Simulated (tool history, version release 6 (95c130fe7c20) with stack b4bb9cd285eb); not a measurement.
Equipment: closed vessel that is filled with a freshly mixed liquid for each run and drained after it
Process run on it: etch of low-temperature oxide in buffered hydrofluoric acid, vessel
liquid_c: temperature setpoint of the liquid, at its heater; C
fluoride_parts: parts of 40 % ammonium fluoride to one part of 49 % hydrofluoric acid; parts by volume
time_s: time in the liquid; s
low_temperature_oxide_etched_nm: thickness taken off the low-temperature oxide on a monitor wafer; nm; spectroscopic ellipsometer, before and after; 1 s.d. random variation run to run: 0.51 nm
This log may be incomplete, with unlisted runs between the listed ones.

| run | hour | liquid_c | fluoride_parts | time_s | low_temperature_oxide_etched_nm |
|---|---|---|---|---|---|
| 1 | 0 | 24 | 16.5 | 100 | 143.58 |
| 2 | 7.5 | 21.5 | 17 | 100 | 120.37 |
| 3 | 13.9 | 19.5 | 17 | 100 | 107.4 |
| 4 | 15.7 | 19.5 | 17 | 105 | 114.26 |
| 5 | 20.7 | 19.5 | 17 | 100 | 106.6 |
| 6 | 26.5 | 19.5 | 17 | 100 | 107.57 |

Estimate the outcome of run 7 from the log above:
| 7 | 35.2 | 18.5 | 17.5 | 100 | ? |

{"run 7": {"low_temperature_oxide_etched_nm": 99.001}}
